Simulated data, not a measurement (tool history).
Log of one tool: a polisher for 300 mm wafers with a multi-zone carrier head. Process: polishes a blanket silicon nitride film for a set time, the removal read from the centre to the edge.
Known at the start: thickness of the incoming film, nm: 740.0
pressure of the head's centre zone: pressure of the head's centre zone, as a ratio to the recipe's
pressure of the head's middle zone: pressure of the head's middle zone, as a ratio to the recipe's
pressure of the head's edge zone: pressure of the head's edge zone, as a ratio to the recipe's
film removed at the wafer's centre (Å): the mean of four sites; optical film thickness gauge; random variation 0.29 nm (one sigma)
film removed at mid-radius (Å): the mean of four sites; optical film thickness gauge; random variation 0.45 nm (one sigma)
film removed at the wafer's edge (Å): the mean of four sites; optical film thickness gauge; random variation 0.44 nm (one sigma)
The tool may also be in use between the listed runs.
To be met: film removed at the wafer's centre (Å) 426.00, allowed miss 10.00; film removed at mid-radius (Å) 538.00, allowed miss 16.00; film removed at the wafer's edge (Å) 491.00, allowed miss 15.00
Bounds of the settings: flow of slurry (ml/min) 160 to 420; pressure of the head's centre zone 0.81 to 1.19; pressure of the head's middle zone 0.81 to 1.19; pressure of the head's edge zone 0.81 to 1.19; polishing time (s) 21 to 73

| run | hour | flow of slurry (ml/min) | pressure of the head's centre zone | pressure of the head's middle zone | pressure of the head's edge zone | polishing time (s) | film removed at the wafer's centre (Å) | film removed at mid-radius (Å) | film removed at the wafer's edge (Å) |
|---|---|---|---|---|---|---|---|---|---|
| 1 | 0.0 | 270 | 1.00 | 1.00 | 1.00 | 47 | 781.92 | 774.02 | 781.69 |
| 2 | 5.6 | 270 | 0.96 | 1.00 | 1.00 | 47 | 752.17 | 772.26 | 786.78 |
| 3 | 11.6 | 260 | 0.94 | 1.01 | 0.98 | 44 | 691.36 | 724.49 | 721.57 |
| 4 | 13.4 | 260 | 0.99 | 1.01 | 0.98 | 44 | 725.41 | 724.11 | 712.01 |
| 5 | 21.4 | 210 | 0.99 | 1.01 | 0.98 | 44 | 716.73 | 706.60 | 718.07 |
| 6 | 22.8 | 215 | 0.97 | 1.02 | 0.98 | 42 | 664.75 | 681.76 | 679.56 |
| 7 | 30.3 | 215 | 0.95 | 1.03 | 0.97 | 40 | 617.45 | 651.11 | 646.67 |
| 8 | 32.9 | 215 | 0.93 | 1.04 | 0.96 | 39 | 586.26 | 638.62 | 628.76 |
| 9 | 40.6 | 215 | 0.92 | 1.05 | 0.94 | 38 | 565.59 | 632.53 | 601.55 |
| 10 | 48.9 | 210 | 0.91 | 1.05 | 0.93 | 37 | 542.60 | 614.76 | 583.38 |
| 11 | 56.4 | 205 | 0.90 | 1.05 | 0.92 | 36 | 528.73 | 594.23 | 563.35 |
| 12 | 58.3 | 200 | 0.89 | 1.05 | 0.91 | 35 | 507.43 | 578.27 | 542.27 |
| 13 | 59.4 | 195 | 0.88 | 1.05 | 0.91 | 35 | 496.05 | 579.59 | 544.09 |
| 14 | 66.9 | 190 | 0.87 | 1.05 | 0.90 | 35 | 493.81 | 577.70 | 535.76 |
| 15 | 73.6 | 175 | 0.81 | 1.07 | 0.91 | 30 | 388.74 | 500.14 | 462.39 |
| 16 | 79.0 | 190 | 0.81 | 1.07 | 0.91 | 30 | 386.80 | 495.28 | 463.17 |
| 17 | 79.7 | 190 | 0.82 | 1.08 | 0.91 | 30 | 396.99 | 501.10 | 468.41 |

Which of these 4 next moves meets every target?
| A | 80.4 | 350 | 0.89 | 0.97 | 1.02 | 30 | ? | ? | ? |
| B | 80.4 | 165 | 0.82 | 1.05 | 0.85 | 33 | ? | ? | ? |
| C | 80.4 | 160 | 0.88 | 1.07 | 0.83 | 32 | ? | ? | ? |
| D | 80.4 | 190 | 0.86 | 1.06 | 0.93 | 28 | ? | ? | ? |

| move | film removed at the wafer's centre (Å) | film removed at mid-radius (Å) | film removed at the wafer's edge (Å) |
|---|---|---|---|
| A | 454.40 | 492.14 | 510.55 |
| B | 428.60 | 535.22 | 491.18 |
| C | 444.83 | 523.84 | 470.14 |
| D | 387.46 | 463.12 | 438.55 |
A: takes the result that was furthest off past its target
B: meets every target
C: takes the result that was furthest off past its target
D: further off than the last run
Move B is the one to make.
